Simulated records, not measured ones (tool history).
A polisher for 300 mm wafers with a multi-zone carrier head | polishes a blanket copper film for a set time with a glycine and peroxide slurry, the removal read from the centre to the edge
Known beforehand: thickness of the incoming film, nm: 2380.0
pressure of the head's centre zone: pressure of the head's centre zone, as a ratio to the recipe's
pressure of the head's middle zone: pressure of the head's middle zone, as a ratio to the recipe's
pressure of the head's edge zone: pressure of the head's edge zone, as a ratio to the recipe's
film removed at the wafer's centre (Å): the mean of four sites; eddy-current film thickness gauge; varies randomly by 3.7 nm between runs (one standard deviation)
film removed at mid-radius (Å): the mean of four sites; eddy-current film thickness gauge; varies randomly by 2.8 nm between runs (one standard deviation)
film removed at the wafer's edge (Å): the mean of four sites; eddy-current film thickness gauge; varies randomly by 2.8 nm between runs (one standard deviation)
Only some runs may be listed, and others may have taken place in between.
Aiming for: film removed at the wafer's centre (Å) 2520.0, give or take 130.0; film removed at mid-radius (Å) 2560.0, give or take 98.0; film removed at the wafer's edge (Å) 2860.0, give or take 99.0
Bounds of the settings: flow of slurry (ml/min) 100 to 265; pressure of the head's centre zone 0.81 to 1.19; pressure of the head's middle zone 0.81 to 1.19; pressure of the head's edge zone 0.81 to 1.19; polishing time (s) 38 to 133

run,day,flow of slurry (ml/min),pressure of the head's centre zone,pressure of the head's middle zone,pressure of the head's edge zone,polishing time (s),film removed at the wafer's centre (Å),film removed at mid-radius (Å),film removed at the wafer's edge (Å)
1,0.000,170,1.00,1.00,1.00,85,4490.6,4702.0,4785.3
2,0.062,165,0.99,0.99,0.99,81,4145.9,4365.7,4496.2
3,0.258,165,0.99,0.99,0.99,94,4984.1,5194.5,5214.9
4,0.604,160,0.98,0.98,0.98,90,4591.8,4770.7,4899.7
5,0.771,160,0.98,0.91,0.98,90,4680.8,4446.3,4943.7
6,0.912,160,0.98,0.84,0.98,90,4727.0,4151.0,4920.8
7,1.279,160,0.98,0.84,0.98,90,4537.7,4191.3,4905.4
8,1.588,155,0.97,0.84,0.97,86,4379.4,3983.2,4725.5
9,1.721,155,0.97,0.85,0.96,81,4141.0,3791.7,4366.3
10,1.850,150,0.96,0.85,0.95,78,3860.2,3674.2,4193.9
11,1.888,150,0.96,0.85,0.94,75,3714.5,3555.3,3984.1
12,2.083,145,0.96,0.85,0.94,73,3488.2,3375.2,3865.4
13,2.325,145,0.96,0.85,0.94,73,3575.6,3421.5,3907.4
14,2.621,145,0.96,0.85,0.93,71,3516.2,3289.9,3801.3
15,2.896,145,0.96,0.85,0.93,71,3534.2,3316.0,3756.3
16,3.242,140,0.95,0.85,0.92,69,3319.6,3177.6,3622.4
17,3.346,140,0.94,0.85,0.91,68,3178.4,3168.3,3582.0
18,3.521,120,0.93,0.82,0.84,49,2215.0,2115.7,2393.6
19,3.742,170,0.90,0.85,0.92,48,2323.2,2314.1,2552.3
20,4.000,170,0.90,0.86,0.93,48,2239.5,2325.7,2614.3
21,4.154,220,0.97,0.89,0.97,51,2723.0,2707.0,2874.0

Which one of the following 4 next-run settings gets every result inside its allowed miss? There is exactly one.
A,4.308,245,1.09,0.98,0.95,50,?,?,?
B,4.308,265,1.05,0.95,0.84,53,?,?,?
C,4.308,195,0.91,0.88,0.98,51,?,?,?
D,4.308,235,1.04,0.92,0.83,53,?,?,?

move,film removed at the wafer's centre (Å),film removed at mid-radius (Å),film removed at the wafer's edge (Å)
A,3073.7,2849.5,2821.9
B,3168.5,2970.4,2848.1
C,2525.3,2579.7,2859.1
D,3089.0,2851.6,2804.1
A: its largest miss is bigger than the last run's
B: its largest miss is bigger than the last run's
C: hits every target within its allowed miss
D: its largest miss is bigger than the last run's
The move that meets every target is C.

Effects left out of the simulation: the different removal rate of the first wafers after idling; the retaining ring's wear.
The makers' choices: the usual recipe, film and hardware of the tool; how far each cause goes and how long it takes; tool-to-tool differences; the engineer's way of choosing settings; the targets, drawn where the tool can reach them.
